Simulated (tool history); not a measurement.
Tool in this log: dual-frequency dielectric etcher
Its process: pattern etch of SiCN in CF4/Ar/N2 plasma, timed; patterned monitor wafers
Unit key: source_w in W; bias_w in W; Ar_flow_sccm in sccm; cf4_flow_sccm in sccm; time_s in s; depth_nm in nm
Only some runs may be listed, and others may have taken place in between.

run 1 hour=0 | source_w=460 bias_w=88 Ar_flow_sccm=105 cf4_flow_sccm=46 time_s=89.5 | depth_nm=79.021
run 2 hour=0.7 | source_w=420 bias_w=88 Ar_flow_sccm=105 cf4_flow_sccm=46 time_s=89.5 | depth_nm=75.683
run 3 hour=7.7 | source_w=420 bias_w=88 Ar_flow_sccm=105 cf4_flow_sccm=46 time_s=89.5 | depth_nm=75.662
run 4 hour=15.8 | source_w=380 bias_w=88 Ar_flow_sccm=105 cf4_flow_sccm=46 time_s=89.5 | depth_nm=71.693
run 5 hour=18.7 | source_w=380 bias_w=88 Ar_flow_sccm=105 cf4_flow_sccm=53 time_s=89.5 | depth_nm=73.328
run 6 hour=24.8 | source_w=420 bias_w=88 Ar_flow_sccm=105 cf4_flow_sccm=53 time_s=89.5 | depth_nm=77.759
run 7 hour=28.6 | source_w=420 bias_w=88 Ar_flow_sccm=105 cf4_flow_sccm=53 time_s=89.5 | depth_nm=77.46
run 8 hour=29.9 | source_w=380 bias_w=87 Ar_flow_sccm=105 cf4_flow_sccm=53 time_s=89.5 | depth_nm=73.391
run 9 hour=34.6 | source_w=350 bias_w=86 Ar_flow_sccm=105 cf4_flow_sccm=53 time_s=89.5 | depth_nm=70.07

Run 10 comes next. What will it give?
run 10 hour=42.6 | source_w=330 bias_w=85 Ar_flow_sccm=105 cf4_flow_sccm=53 time_s=89.5 | depth_nm=?

depth_nm: 67.226 nm
